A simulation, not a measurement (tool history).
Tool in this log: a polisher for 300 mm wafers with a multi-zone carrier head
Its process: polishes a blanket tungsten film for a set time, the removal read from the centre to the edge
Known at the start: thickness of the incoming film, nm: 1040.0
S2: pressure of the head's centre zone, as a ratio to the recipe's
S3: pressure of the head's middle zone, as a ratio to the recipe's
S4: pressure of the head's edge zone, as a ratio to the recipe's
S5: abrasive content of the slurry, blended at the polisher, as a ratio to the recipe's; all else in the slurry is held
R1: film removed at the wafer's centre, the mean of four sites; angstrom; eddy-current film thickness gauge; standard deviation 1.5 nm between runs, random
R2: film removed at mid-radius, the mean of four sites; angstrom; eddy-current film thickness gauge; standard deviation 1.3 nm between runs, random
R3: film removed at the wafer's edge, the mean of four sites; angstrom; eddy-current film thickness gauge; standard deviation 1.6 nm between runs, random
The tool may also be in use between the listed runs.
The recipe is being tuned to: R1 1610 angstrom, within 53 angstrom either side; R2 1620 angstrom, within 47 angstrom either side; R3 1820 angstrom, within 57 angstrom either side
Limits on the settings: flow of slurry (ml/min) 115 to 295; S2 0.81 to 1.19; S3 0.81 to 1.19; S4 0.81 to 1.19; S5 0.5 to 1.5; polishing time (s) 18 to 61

run 1 hour=0 | flow_of_slurry_(ml/min)=190 S2=1 S3=1 S4=1 S5=1 polishing_time_(s)=39 | R1=1423.9 R2=1429.8 R3=1503.6
run 2 hour=2.6 | flow_of_slurry_(ml/min)=200 S2=1 S3=1 S4=1.04 S5=1.05 polishing_time_(s)=39 | R1=1489 R2=1450.6 R3=1566.1
run 3 hour=3.6 | flow_of_slurry_(ml/min)=210 S2=0.98 S3=1.01 S4=1.08 S5=1.1 polishing_time_(s)=39 | R1=1470.6 R2=1496.7 R3=1614.1
run 4 hour=6.8 | flow_of_slurry_(ml/min)=210 S2=0.98 S3=1.01 S4=1.08 S5=1.25 polishing_time_(s)=39 | R1=1535.2 R2=1559.2 R3=1656
run 5 hour=13.2 | flow_of_slurry_(ml/min)=210 S2=1.03 S3=1.01 S4=1.08 S5=1.25 polishing_time_(s)=39 | R1=1600.1 R2=1549.6 R3=1680.9
-- hour=17.4 edge zone pressure recalibrated
run 6 hour=17.4 | flow_of_slurry_(ml/min)=210 S2=1.03 S3=1.01 S4=1.08 S5=1.1 polishing_time_(s)=39 | R1=1538.5 R2=1493.5 R3=1557.2
run 7 hour=17.9 | flow_of_slurry_(ml/min)=215 S2=1.01 S3=1 S4=1.08 S5=1.2 polishing_time_(s)=39 | R1=1577 R2=1522.1 R3=1601.5
run 8 hour=21.7 | flow_of_slurry_(ml/min)=200 S2=1.02 S3=1.01 S4=1.09 S5=1.25 polishing_time_(s)=39 | R1=1573.4 R2=1521.1 R3=1648.2

Exercise: of the 4 proposed moves below, exactly one satisfies all targets within the stated allowed misses. Which move is it?
run A hour=25.5 | flow_of_slurry_(ml/min)=135 S2=0.98 S3=0.92 S4=1.19 S5=1.05 polishing_time_(s)=46 | R1=? R2=? R3=?
run B hour=25.5 | flow_of_slurry_(ml/min)=120 S2=0.94 S3=0.85 S4=1.15 S5=1.4 polishing_time_(s)=47 | R1=? R2=? R3=?
run C hour=25.5 | flow_of_slurry_(ml/min)=240 S2=0.99 S3=1.1 S4=1.01 S5=1.45 polishing_time_(s)=37 | R1=? R2=? R3=?
run D hour=25.5 | flow_of_slurry_(ml/min)=170 S2=0.95 S3=0.97 S4=1.13 S5=1.25 polishing_time_(s)=44 | R1=? R2=? R3=?

move=A R1=1545.8 R2=1483.5 R3=1814.9
move=B R1=1569 R2=1478.7 R3=1919.4
move=C R1=1533.4 R2=1670.1 R3=1579
move=D R1=1585 R2=1629.5 R3=1832.8
A: puts the biggest miss on target and leaves a different result outside tolerance
B: pushes the last run's worst result past its target
C: misses by more than the last run did
D: every result within its allowed miss
Move D is the one to make.

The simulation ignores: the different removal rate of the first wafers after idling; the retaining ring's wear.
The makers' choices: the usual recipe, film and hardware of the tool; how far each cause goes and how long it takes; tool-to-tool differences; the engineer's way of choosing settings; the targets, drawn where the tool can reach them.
